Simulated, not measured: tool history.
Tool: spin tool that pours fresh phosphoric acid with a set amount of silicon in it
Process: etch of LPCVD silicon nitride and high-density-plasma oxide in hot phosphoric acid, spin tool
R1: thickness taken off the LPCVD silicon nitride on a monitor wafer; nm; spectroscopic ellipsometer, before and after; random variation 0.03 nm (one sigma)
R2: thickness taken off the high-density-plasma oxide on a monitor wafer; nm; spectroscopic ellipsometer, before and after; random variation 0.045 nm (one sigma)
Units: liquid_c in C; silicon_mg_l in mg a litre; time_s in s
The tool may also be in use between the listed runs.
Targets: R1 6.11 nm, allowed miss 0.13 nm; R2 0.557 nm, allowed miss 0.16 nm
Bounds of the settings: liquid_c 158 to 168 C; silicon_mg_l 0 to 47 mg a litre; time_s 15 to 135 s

{"run": 1, "hour": 0.0, "liquid_c": 163, "silicon_mg_l": 20.5, "time_s": 70, "R1": 6.7505, "R2": 0.34024}
{"run": 2, "hour": 3.5, "liquid_c": 164.5, "silicon_mg_l": 20.5, "time_s": 70, "R1": 7.1949, "R2": 0.45844}
{"run": 3, "hour": 4.9, "liquid_c": 164.5, "silicon_mg_l": 25, "time_s": 70, "R1": 7.239, "R2": 0.43094}
{"run": 4, "hour": 5.6, "liquid_c": 164.5, "silicon_mg_l": 14, "time_s": 70, "R1": 7.1749, "R2": 0.61287}
{"run": 5, "hour": 12.7, "liquid_c": 164.5, "silicon_mg_l": 18.5, "time_s": 70, "R1": 7.116, "R2": 0.46253}
{"run": 6, "hour": 17.4, "liquid_c": 164.5, "silicon_mg_l": 18.5, "time_s": 55, "R1": 5.6782, "R2": 0.34131}
{"run": 7, "hour": 22.5, "liquid_c": 165, "silicon_mg_l": 17.5, "time_s": 55, "R1": 5.7394, "R2": 0.3772}
{"run": 8, "hour": 23.6, "liquid_c": 165.5, "silicon_mg_l": 16.5, "time_s": 55, "R1": 5.8123, "R2": 0.39382}
{"run": 9, "hour": 31.4, "liquid_c": 166, "silicon_mg_l": 15, "time_s": 55, "R1": 5.8967, "R2": 0.41025}
{"hour": 40.3, "done": "dissolved silicon flow meter replaced"}
{"run": 10, "hour": 40.3, "liquid_c": 166, "silicon_mg_l": 13, "time_s": 55, "R1": 5.868, "R2": 0.47657}

Which of these 5 next moves meets every target?
{"run": "A", "hour": 49.2, "liquid_c": 166, "silicon_mg_l": 15, "time_s": 60, "R1": "?", "R2": "?"}
{"run": "B", "hour": 49.2, "liquid_c": 163.5, "silicon_mg_l": 6, "time_s": 65, "R1": "?", "R2": "?"}
{"run": "C", "hour": 49.2, "liquid_c": 163, "silicon_mg_l": 29, "time_s": 60, "R1": "?", "R2": "?"}
{"run": "D", "hour": 49.2, "liquid_c": 167, "silicon_mg_l": 36.5, "time_s": 55, "R1": "?", "R2": "?"}
{"run": "E", "hour": 49.2, "liquid_c": 167, "silicon_mg_l": 12.5, "time_s": 55, "R1": "?", "R2": "?"}

move=A R1=6.4837 R2=0.4701
move=B R1=6.4701 R2=0.52044
move=C R1=5.8744 R2=0.24577
move=D R1=6.1404 R2=0.21416
move=E R1=6.1404 R2=0.492
A: takes the result that was furthest off past its target
B: takes the result that was furthest off past its target
C: as far off as the last run
D: brings the result that was furthest off to its target, and leaves another outside
E: meets every target
Answer: E
